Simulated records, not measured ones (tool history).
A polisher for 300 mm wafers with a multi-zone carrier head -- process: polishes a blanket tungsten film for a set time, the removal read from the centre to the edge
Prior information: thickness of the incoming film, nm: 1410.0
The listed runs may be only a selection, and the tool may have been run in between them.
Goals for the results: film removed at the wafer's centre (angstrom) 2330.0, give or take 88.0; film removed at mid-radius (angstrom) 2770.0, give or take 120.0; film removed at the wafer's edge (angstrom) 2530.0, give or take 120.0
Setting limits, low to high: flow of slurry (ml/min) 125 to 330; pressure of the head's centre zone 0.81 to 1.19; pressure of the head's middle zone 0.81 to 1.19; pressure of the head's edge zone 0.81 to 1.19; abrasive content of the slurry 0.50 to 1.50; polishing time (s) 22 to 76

| run | hour | flow of slurry (ml/min) | pressure of the head's centre zone | pressure of the head's middle zone | pressure of the head's edge zone | abrasive content of the slurry | polishing time (s) | film removed at the wafer's centre (angstrom) | film removed at mid-radius (angstrom) | film removed at the wafer's edge (angstrom) |
|---|---|---|---|---|---|---|---|---|---|---|
| 1 | 0.0 | 210 | 1.00 | 1.00 | 1.00 | 1.00 | 49 | 2018.8 | 2011.2 | 1969.0 |
| 2 | 3.9 | 215 | 0.99 | 1.05 | 1.04 | 1.15 | 50 | 2117.2 | 2223.6 | 2168.4 |
| 3 | 8.1 | 215 | 0.95 | 1.05 | 1.04 | 1.15 | 50 | 2063.3 | 2240.0 | 2126.9 |
| 4 | 13.2 | 190 | 0.95 | 1.05 | 1.04 | 1.15 | 50 | 2058.0 | 2231.2 | 2137.4 |
| 5 | 16.2 | 190 | 0.95 | 1.08 | 1.05 | 1.25 | 51 | 2126.6 | 2386.1 | 2225.9 |
| 6 | 23.6 | 190 | 0.96 | 1.11 | 1.08 | 1.35 | 51 | 2183.1 | 2516.7 | 2348.5 |
| 7 | 31.5 | 195 | 0.97 | 1.13 | 1.09 | 1.40 | 51 | 2250.2 | 2557.6 | 2347.8 |
| 8 | 38.2 | 195 | 0.97 | 1.14 | 1.11 | 1.45 | 51 | 2253.5 | 2572.2 | 2422.5 |
| 9 | 42.8 | 195 | 0.97 | 1.15 | 1.11 | 1.45 | 51 | 2257.9 | 2631.2 | 2422.0 |
| 10 | 48.2 | 195 | 0.97 | 1.16 | 1.12 | 1.45 | 51 | 2250.0 | 2634.8 | 2487.6 |
| 11 | 49.4 | 195 | 0.97 | 1.16 | 1.12 | 1.45 | 51 | 2263.2 | 2613.6 | 2451.6 |

Pick the move, out of 4, that brings all results within their allowed miss; only one does.
| A | 50.6 | 125 | 0.97 | 1.16 | 1.09 | 1.40 | 58 | ? | ? | ? |
| B | 50.6 | 310 | 0.98 | 1.08 | 1.02 | 1.40 | 54 | ? | ? | ? |
| C | 50.6 | 225 | 1.03 | 1.10 | 1.19 | 1.35 | 51 | ? | ? | ? |
| D | 50.6 | 165 | 1.04 | 1.17 | 1.06 | 1.50 | 50 | ? | ? | ? |

| move | film removed at the wafer's centre (angstrom) | film removed at mid-radius (angstrom) | film removed at the wafer's edge (angstrom) |
|---|---|---|---|
| A | 2339.1 | 2709.7 | 2541.4 |
| B | 2503.4 | 2668.9 | 2499.6 |
| C | 2343.3 | 2449.3 | 2461.5 |
| D | 2285.1 | 2511.2 | 2277.3 |
A: each result inside its tolerance
B: brings the result that was furthest off to its target, and leaves another outside
C: the biggest miss grows against the last run
D: the biggest miss grows against the last run
A is the move that brings every result within its allowed miss.

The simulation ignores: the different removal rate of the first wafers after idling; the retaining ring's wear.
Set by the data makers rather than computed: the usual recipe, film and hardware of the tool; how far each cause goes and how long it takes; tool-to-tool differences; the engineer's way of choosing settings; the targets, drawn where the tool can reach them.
